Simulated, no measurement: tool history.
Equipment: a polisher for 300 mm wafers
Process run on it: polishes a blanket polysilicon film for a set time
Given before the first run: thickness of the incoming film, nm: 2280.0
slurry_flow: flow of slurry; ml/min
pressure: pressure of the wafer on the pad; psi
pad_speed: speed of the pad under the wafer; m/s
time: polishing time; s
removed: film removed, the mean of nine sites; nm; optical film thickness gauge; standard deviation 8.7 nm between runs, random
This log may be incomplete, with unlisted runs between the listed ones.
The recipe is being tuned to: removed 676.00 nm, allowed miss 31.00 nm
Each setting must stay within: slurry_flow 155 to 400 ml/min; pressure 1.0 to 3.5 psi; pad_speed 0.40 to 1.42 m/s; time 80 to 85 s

run,hour,slurry_flow,pressure,pad_speed,time,removed
1,0.0,255,2.2,0.90,80,475.63
2,4.2,255,1.8,0.90,80,417.97
3,7.6,255,2.1,0.90,80,463.18
4,10.6,225,2.1,0.90,80,442.17
5,12.0,250,2.3,0.90,80,479.49
6,15.6,260,2.6,0.92,80,538.57
7,20.5,265,2.8,0.92,80,576.29
8,28.3,270,2.9,0.92,80,587.43
9,34.4,270,3.0,0.92,80,601.67
10,38.7,270,3.3,0.92,80,645.78

Below are 4 possible settings for the next run. Only one of them brings all results inside the allowed miss of their targets. Which is it?
A,43.0,275,3.3,0.98,80,?
B,43.0,295,2.8,0.86,85,?
C,43.0,240,3.2,0.92,80,?
D,43.0,265,3.3,0.86,80,?

move,removed
A,686.22
B,574.12
C,621.16
D,602.12
A: each result inside its tolerance
B: moves away from the targets compared with the last run
C: moves away from the targets compared with the last run
D: moves away from the targets compared with the last run
Answer: A

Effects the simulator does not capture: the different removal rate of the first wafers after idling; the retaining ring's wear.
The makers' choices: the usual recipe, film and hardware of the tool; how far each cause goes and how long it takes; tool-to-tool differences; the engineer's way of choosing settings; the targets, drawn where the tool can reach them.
